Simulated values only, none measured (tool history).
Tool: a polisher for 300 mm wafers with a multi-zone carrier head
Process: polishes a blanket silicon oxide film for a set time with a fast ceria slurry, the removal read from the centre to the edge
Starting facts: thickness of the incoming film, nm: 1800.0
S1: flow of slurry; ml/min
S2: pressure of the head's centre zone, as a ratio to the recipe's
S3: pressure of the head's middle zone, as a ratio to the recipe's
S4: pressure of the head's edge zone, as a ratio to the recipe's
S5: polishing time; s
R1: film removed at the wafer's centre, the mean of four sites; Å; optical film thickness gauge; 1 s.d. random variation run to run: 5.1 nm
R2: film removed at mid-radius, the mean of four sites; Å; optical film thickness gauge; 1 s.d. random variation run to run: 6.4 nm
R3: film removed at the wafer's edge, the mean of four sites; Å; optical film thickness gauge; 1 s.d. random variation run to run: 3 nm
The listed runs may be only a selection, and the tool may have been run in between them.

| run | hour | S1 | S2 | S3 | S4 | S5 | R1 | R2 | R3 |
|---|---|---|---|---|---|---|---|---|---|
| 1 | 0 | 185 | 1 | 1 | 1 | 44 | 7689.5 | 8008.3 | 7910.7 |
| 2 | 1.6 | 140 | 1 | 1 | 1 | 44 | 7137.4 | 7420.9 | 7458.3 |
| 3 | 10.2 | 135 | 1.02 | 0.98 | 0.96 | 38 | 6185.7 | 6254.6 | 6443.7 |
| 4 | 17.4 | 135 | 1.06 | 0.99 | 0.92 | 33 | 5613 | 5412 | 5436.2 |
| 5 | 18.9 | 135 | 1.02 | 0.99 | 0.92 | 33 | 5474.1 | 5504.4 | 5463 |
| 6 | 27.7 | 135 | 1.02 | 1.08 | 0.92 | 33 | 5547.1 | 5936.6 | 5361 |
| 7 | 29.1 | 130 | 1.04 | 1.05 | 0.9 | 31 | 5168.9 | 5246.1 | 4954.1 |
| 8 | 30.6 | 125 | 1.05 | 1.03 | 0.88 | 30 | 5066.6 | 5020.5 | 4806.6 |

Run 9 is up next; what results do you expect?
| 9 | 31.6 | 120 | 1.06 | 1.02 | 0.86 | 30 | ? | ? | ? |

For run 9 the tool returned R1 5061.8 Å, R2 4972.4 Å, R3 4683.4 Å.
